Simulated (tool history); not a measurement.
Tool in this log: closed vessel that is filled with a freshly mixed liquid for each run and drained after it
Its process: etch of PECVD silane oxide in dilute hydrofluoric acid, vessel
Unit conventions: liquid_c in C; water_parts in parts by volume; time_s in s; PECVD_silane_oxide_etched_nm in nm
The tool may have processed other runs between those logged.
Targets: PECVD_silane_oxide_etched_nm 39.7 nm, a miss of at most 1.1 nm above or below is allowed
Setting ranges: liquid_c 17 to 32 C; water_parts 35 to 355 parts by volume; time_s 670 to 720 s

Run 1, day 0: liquid_c 24 C, water_parts 195 parts by volume, time_s 670 s. Result: PECVD_silane_oxide_etched_nm 88.935 nm.
Run 2, day 0.212: liquid_c 25.5 C, water_parts 195 parts by volume, time_s 670 s. Result: PECVD_silane_oxide_etched_nm 93.815 nm.
Run 3, day 0.433: liquid_c 23.5 C, water_parts 195 parts by volume, time_s 670 s. Result: PECVD_silane_oxide_etched_nm 86.603 nm.
Run 4, day 0.6: liquid_c 25 C, water_parts 195 parts by volume, time_s 670 s. Result: PECVD_silane_oxide_etched_nm 91.314 nm.
Run 5, day 0.958: liquid_c 25 C, water_parts 250 parts by volume, time_s 670 s. Result: PECVD_silane_oxide_etched_nm 66.466 nm.
Run 6, day 1.121: liquid_c 25 C, water_parts 185 parts by volume, time_s 670 s. Result: PECVD_silane_oxide_etched_nm 97.237 nm.
Run 7, day 1.238: liquid_c 23.5 C, water_parts 210 parts by volume, time_s 670 s. Result: PECVD_silane_oxide_etched_nm 78.431 nm.
Run 8, day 1.375: liquid_c 22 C, water_parts 225 parts by volume, time_s 670 s. Result: PECVD_silane_oxide_etched_nm 68.159 nm.
Run 9, day 1.683: liquid_c 18 C, water_parts 300 parts by volume, time_s 670 s. Result: PECVD_silane_oxide_etched_nm 41.19 nm.

Which single option among these 5 for the next run brings every result within its allowed miss of target? Just one does.
Run A, day 1.992: liquid_c 17 C, water_parts 285 parts by volume, time_s 675 s. Result: PECVD_silane_oxide_etched_nm ?.
Run B, day 1.992: liquid_c 20 C, water_parts 310 parts by volume, time_s 675 s. Result: PECVD_silane_oxide_etched_nm ?.
Run C, day 1.992: liquid_c 19 C, water_parts 310 parts by volume, time_s 685 s. Result: PECVD_silane_oxide_etched_nm ?.
Run D, day 1.992: liquid_c 18.5 C, water_parts 335 parts by volume, time_s 720 s. Result: PECVD_silane_oxide_etched_nm ?.
Run E, day 1.992: liquid_c 20 C, water_parts 330 parts by volume, time_s 720 s. Result: PECVD_silane_oxide_etched_nm ?.

move  PECVD_silane_oxide_etched_nm
   A                        42.915
   B                        43.173
   C                        42.241
   D                        39.489
   E                        42.507
A: misses by more than the last run did
B: misses by more than the last run did
C: misses by more than the last run did
D: all results land within tolerance of their targets
E: misses by more than the last run did
The move that meets every target is D.
